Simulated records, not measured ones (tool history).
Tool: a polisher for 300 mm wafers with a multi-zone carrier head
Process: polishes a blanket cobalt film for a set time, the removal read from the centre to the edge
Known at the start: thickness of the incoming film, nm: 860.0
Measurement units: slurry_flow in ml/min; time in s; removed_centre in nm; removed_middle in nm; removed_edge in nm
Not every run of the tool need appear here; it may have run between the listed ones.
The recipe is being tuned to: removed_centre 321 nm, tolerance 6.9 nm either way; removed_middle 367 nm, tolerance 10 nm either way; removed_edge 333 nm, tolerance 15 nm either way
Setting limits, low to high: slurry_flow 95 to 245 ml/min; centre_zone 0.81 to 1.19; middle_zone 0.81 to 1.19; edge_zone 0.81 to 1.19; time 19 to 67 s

{"run": 1, "day": 0.0, "slurry_flow": 155, "centre_zone": 1, "middle_zone": 1, "edge_zone": 1, "time": 43, "removed_centre": 357.64, "removed_middle": 351.9, "removed_edge": 364.05}
{"run": 2, "day": 0.046, "slurry_flow": 115, "centre_zone": 1, "middle_zone": 1, "edge_zone": 1, "time": 43, "removed_centre": 328.44, "removed_middle": 329.99, "removed_edge": 340.54}
{"run": 3, "day": 0.396, "slurry_flow": 115, "centre_zone": 0.99, "middle_zone": 1.04, "edge_zone": 0.98, "time": 43, "removed_centre": 327.77, "removed_middle": 338.05, "removed_edge": 342.53}
{"run": 4, "day": 0.492, "slurry_flow": 115, "centre_zone": 0.98, "middle_zone": 1.09, "edge_zone": 0.95, "time": 43, "removed_centre": 324.57, "removed_middle": 344.98, "removed_edge": 339.15}
{"run": 5, "day": 0.812, "slurry_flow": 115, "centre_zone": 0.97, "middle_zone": 1.12, "edge_zone": 0.92, "time": 43, "removed_centre": 318.28, "removed_middle": 354.58, "removed_edge": 327.49}
{"run": 6, "day": 1.146, "slurry_flow": 115, "centre_zone": 1.01, "middle_zone": 1.12, "edge_zone": 0.92, "time": 43, "removed_centre": 334.88, "removed_middle": 351.6, "removed_edge": 328.68}
{"run": 7, "day": 1.362, "slurry_flow": 115, "centre_zone": 1, "middle_zone": 1.14, "edge_zone": 0.92, "time": 43, "removed_centre": 333.07, "removed_middle": 356.11, "removed_edge": 335.69}
{"run": 8, "day": 1.608, "slurry_flow": 105, "centre_zone": 0.97, "middle_zone": 1.19, "edge_zone": 0.87, "time": 43, "removed_centre": 306.71, "removed_middle": 359.14, "removed_edge": 317.21}
{"day": 1.692, "done": "edge zone pressure recalibrated"}
{"run": 9, "day": 1.692, "slurry_flow": 110, "centre_zone": 0.97, "middle_zone": 1.19, "edge_zone": 0.89, "time": 43, "removed_centre": 313.44, "removed_middle": 369.37, "removed_edge": 312.4}
{"run": 10, "day": 1.796, "slurry_flow": 110, "centre_zone": 0.97, "middle_zone": 1.17, "edge_zone": 0.91, "time": 43, "removed_centre": 313.44, "removed_middle": 358.32, "removed_edge": 314.7}
{"run": 11, "day": 2.088, "slurry_flow": 115, "centre_zone": 0.97, "middle_zone": 1.16, "edge_zone": 0.9, "time": 43, "removed_centre": 317.71, "removed_middle": 361.44, "removed_edge": 315.9}

Pick the move, out of 4, that brings all results within their allowed miss; only one does.
{"run": "A", "day": 2.379, "slurry_flow": 95, "centre_zone": 0.93, "middle_zone": 1.13, "edge_zone": 0.97, "time": 46, "removed_centre": "?", "removed_middle": "?", "removed_edge": "?"}
{"run": "B", "day": 2.379, "slurry_flow": 100, "centre_zone": 0.97, "middle_zone": 1.17, "edge_zone": 0.96, "time": 45, "removed_centre": "?", "removed_middle": "?", "removed_edge": "?"}
{"run": "C", "day": 2.379, "slurry_flow": 180, "centre_zone": 0.99, "middle_zone": 1.19, "edge_zone": 0.85, "time": 37, "removed_centre": "?", "removed_middle": "?", "removed_edge": "?"}
{"run": "D", "day": 2.379, "slurry_flow": 115, "centre_zone": 0.9, "middle_zone": 1.19, "edge_zone": 0.91, "time": 43, "removed_centre": "?", "removed_middle": "?", "removed_edge": "?"}

move=A removed_centre=307.12 removed_middle=351.53 removed_edge=338.51
move=B removed_centre=320.2 removed_middle=358.25 removed_edge=333.37
move=C removed_centre=316.7 removed_middle=343.93 removed_edge=286.55
move=D removed_centre=298.47 removed_middle=361.88 removed_edge=319.98
A: the furthest-off result lands on target, but another misses its tolerance
B: in spec on every target
C: the biggest miss grows against the last run
D: the furthest-off result lands on target, but another misses its tolerance
B meets every target.
